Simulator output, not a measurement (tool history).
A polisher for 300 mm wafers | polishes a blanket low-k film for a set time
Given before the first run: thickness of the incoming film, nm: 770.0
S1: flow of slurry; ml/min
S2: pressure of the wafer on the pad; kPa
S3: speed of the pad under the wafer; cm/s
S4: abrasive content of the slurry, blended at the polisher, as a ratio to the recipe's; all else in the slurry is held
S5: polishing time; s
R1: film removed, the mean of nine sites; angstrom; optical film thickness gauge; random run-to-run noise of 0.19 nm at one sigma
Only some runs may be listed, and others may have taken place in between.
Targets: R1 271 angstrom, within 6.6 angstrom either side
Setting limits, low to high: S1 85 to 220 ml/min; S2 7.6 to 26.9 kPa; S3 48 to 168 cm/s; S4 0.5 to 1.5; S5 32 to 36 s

run	hour	S1	S2	S3	S4	S5	R1
1	0	140	17.2	108	1	36	198.83
2	7.4	155	18.6	108	1	36	219.35
3	12.7	155	16.5	108	1	36	197.37
4	17.3	170	17.9	108	1	36	214.88
5	23.9	170	17.9	108	1.2	36	237.4
6	26.6	170	17.9	108	1.1	36	226.6
7	29.5	180	18.6	108	1.1	36	236.93
8	35.6	185	19.3	108	1.1	36	250.37
9	38.8	190	19.3	108	1.1	36	248.52
10	47.5	195	20	108	1.1	36	256.85

Below are 5 possible settings for the next run. Only one of them brings all results inside the allowed miss of their targets. Which is it?
A	56.2	215	21.4	94	1.3	33	?
B	56.2	210	15.9	134	1.4	32	?
C	56.2	115	20.7	108	1.25	33	?
D	56.2	175	19.3	108	1.35	36	?
E	56.2	205	20	106	1.1	35	?

move	R1
A	250.29
B	248.38
C	239.7
D	273.26
E	250.71
A: the biggest miss grows against the last run
B: the biggest miss grows against the last run
C: the biggest miss grows against the last run
D: every result lands within tolerance
E: the biggest miss grows against the last run
Move D is the one to make.
